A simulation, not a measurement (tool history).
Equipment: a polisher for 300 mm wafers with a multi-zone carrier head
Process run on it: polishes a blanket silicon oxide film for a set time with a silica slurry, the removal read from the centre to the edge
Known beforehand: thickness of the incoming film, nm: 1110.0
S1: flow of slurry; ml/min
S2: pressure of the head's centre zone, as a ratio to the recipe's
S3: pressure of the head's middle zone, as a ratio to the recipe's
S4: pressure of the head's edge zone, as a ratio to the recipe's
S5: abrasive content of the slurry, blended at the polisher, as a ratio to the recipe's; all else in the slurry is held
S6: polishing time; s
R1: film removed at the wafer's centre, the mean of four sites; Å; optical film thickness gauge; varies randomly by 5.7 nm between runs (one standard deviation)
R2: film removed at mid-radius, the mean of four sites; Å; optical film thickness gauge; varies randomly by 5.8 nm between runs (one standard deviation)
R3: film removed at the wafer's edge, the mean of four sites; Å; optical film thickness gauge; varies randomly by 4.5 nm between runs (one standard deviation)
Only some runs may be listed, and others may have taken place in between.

| run | hour | S1 | S2 | S3 | S4 | S5 | S6 | R1 | R2 | R3 |
|---|---|---|---|---|---|---|---|---|---|---|
| 1 | 0.0 | 210 | 1.00 | 1.00 | 1.00 | 1.00 | 87 | 3422.8 | 3164.3 | 3146.7 |
| 2 | 8.9 | 210 | 1.00 | 1.00 | 1.00 | 1.00 | 75 | 2934.6 | 2656.9 | 2663.8 |
| 3 | 10.8 | 185 | 1.00 | 1.00 | 1.00 | 1.00 | 75 | 2882.2 | 2645.5 | 2715.0 |
| 4 | 17.8 | 180 | 1.02 | 1.01 | 1.02 | 1.10 | 79 | 3267.1 | 2907.7 | 2950.3 |
| 5 | 19.8 | 180 | 0.97 | 1.01 | 1.02 | 1.10 | 79 | 3119.1 | 2898.8 | 3030.4 |
| 6 | 25.2 | 180 | 0.97 | 1.01 | 1.02 | 1.20 | 79 | 3197.1 | 3070.7 | 3087.6 |

Predict the results of run 7:
| 7 | 26.7 | 175 | 0.99 | 1.01 | 1.04 | 1.25 | 83 | ? | ? | ? |

{"run 7": {"R1": 3470.4, "R2": 3244.6, "R3": 3344.1}}

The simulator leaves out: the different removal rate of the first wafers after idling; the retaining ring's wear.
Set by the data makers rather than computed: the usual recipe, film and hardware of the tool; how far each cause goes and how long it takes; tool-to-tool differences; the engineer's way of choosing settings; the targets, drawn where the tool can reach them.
